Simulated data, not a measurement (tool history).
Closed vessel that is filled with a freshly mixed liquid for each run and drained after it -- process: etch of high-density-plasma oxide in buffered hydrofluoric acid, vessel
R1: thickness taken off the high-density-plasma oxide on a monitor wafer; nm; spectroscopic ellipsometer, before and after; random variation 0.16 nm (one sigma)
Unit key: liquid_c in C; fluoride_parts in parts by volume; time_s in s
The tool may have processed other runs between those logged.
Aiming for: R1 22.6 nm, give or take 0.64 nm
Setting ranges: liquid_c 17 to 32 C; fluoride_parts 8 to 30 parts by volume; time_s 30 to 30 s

run 1 day=0 | liquid_c=24 fluoride_parts=22.5 time_s=30 | R1=14.961
run 2 day=0.167 | liquid_c=24 fluoride_parts=26.5 time_s=30 | R1=13.37
run 3 day=0.55 | liquid_c=25 fluoride_parts=26 time_s=30 | R1=14.504
run 4 day=0.842 | liquid_c=26 fluoride_parts=26 time_s=30 | R1=15.207
run 5 day=1.104 | liquid_c=26 fluoride_parts=22.5 time_s=30 | R1=16.501
run 6 day=1.183 | liquid_c=29.5 fluoride_parts=22.5 time_s=30 | R1=20.216
run 7 day=1.483 | liquid_c=30 fluoride_parts=22.5 time_s=30 | R1=20.979
run 8 day=1.725 | liquid_c=31 fluoride_parts=22.5 time_s=30 | R1=21.898

Pick the move, out of 4, that brings all results within their allowed miss; only one does.
run A day=1.967 | liquid_c=28.5 fluoride_parts=17.5 time_s=30 | R1=?
run B day=1.967 | liquid_c=31 fluoride_parts=23 time_s=30 | R1=?
run C day=1.967 | liquid_c=32 fluoride_parts=23.5 time_s=30 | R1=?
run D day=1.967 | liquid_c=32 fluoride_parts=21.5 time_s=30 | R1=?

move=A R1=23.786
move=B R1=21.653
move=C R1=22.493
move=D R1=23.901
A: carries the result that was furthest off beyond its target, to the other side
B: further off than the last run
C: in spec on every target
D: carries the result that was furthest off beyond its target, to the other side
C meets every target.
